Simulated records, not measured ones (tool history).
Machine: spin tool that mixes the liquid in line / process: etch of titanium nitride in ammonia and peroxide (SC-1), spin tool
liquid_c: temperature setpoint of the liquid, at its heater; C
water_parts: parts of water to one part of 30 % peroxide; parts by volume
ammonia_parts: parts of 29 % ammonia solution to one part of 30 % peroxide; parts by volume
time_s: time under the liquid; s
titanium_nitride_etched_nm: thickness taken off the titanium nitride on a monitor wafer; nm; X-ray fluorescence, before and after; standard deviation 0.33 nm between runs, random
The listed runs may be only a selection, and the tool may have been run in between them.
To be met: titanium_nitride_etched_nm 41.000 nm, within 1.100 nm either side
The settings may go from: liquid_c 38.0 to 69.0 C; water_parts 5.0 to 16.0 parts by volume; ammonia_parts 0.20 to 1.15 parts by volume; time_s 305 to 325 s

{"run": 1, "day": 0.0, "liquid_c": 53.0, "water_parts": 9.0, "ammonia_parts": 0.65, "time_s": 305, "titanium_nitride_etched_nm": 22.218}
{"run": 2, "day": 0.217, "liquid_c": 53.0, "water_parts": 9.0, "ammonia_parts": 0.65, "time_s": 305, "titanium_nitride_etched_nm": 22.355}
{"run": 3, "day": 0.254, "liquid_c": 56.0, "water_parts": 9.0, "ammonia_parts": 0.65, "time_s": 305, "titanium_nitride_etched_nm": 27.644}
{"run": 4, "day": 0.333, "liquid_c": 56.0, "water_parts": 10.5, "ammonia_parts": 0.65, "time_s": 305, "titanium_nitride_etched_nm": 25.399}
{"run": 5, "day": 0.65, "liquid_c": 56.0, "water_parts": 10.5, "ammonia_parts": 0.85, "time_s": 305, "titanium_nitride_etched_nm": 26.398}
{"run": 6, "day": 0.875, "liquid_c": 58.0, "water_parts": 10.5, "ammonia_parts": 0.85, "time_s": 305, "titanium_nitride_etched_nm": 30.113}
{"run": 7, "day": 1.062, "liquid_c": 58.0, "water_parts": 10.5, "ammonia_parts": 0.85, "time_s": 305, "titanium_nitride_etched_nm": 30.362}
{"run": 8, "day": 1.129, "liquid_c": 59.5, "water_parts": 10.5, "ammonia_parts": 0.85, "time_s": 305, "titanium_nitride_etched_nm": 33.085}
{"run": 9, "day": 1.45, "liquid_c": 60.5, "water_parts": 10.5, "ammonia_parts": 0.85, "time_s": 305, "titanium_nitride_etched_nm": 35.506}
{"run": 10, "day": 1.646, "liquid_c": 61.0, "water_parts": 10.5, "ammonia_parts": 0.85, "time_s": 305, "titanium_nitride_etched_nm": 36.979}

Exactly one of the 5 candidate moves below puts every result within its allowed miss. Which one?
{"run": "A", "day": 1.842, "liquid_c": 59.5, "water_parts": 8.0, "ammonia_parts": 0.85, "time_s": 325, "titanium_nitride_etched_nm": "?"}
{"run": "B", "day": 1.842, "liquid_c": 59.5, "water_parts": 8.5, "ammonia_parts": 1.0, "time_s": 315, "titanium_nitride_etched_nm": "?"}
{"run": "C", "day": 1.842, "liquid_c": 63.0, "water_parts": 12.0, "ammonia_parts": 0.75, "time_s": 305, "titanium_nitride_etched_nm": "?"}
{"run": "D", "day": 1.842, "liquid_c": 60.5, "water_parts": 10.0, "ammonia_parts": 0.85, "time_s": 315, "titanium_nitride_etched_nm": "?"}
{"run": "E", "day": 1.842, "liquid_c": 66.0, "water_parts": 12.0, "ammonia_parts": 0.6, "time_s": 305, "titanium_nitride_etched_nm": "?"}

move=A titanium_nitride_etched_nm=40.360
move=B titanium_nitride_etched_nm=38.890
move=C titanium_nitride_etched_nm=37.974
move=D titanium_nitride_etched_nm=37.383
move=E titanium_nitride_etched_nm=44.270
A: every result lands within tolerance
B: an improvement on the last run, though not all results are within tolerance
C: an improvement on the last run, though not all results are within tolerance
D: an improvement on the last run, though not all results are within tolerance
E: takes the result that was furthest off past its target
Answer: A

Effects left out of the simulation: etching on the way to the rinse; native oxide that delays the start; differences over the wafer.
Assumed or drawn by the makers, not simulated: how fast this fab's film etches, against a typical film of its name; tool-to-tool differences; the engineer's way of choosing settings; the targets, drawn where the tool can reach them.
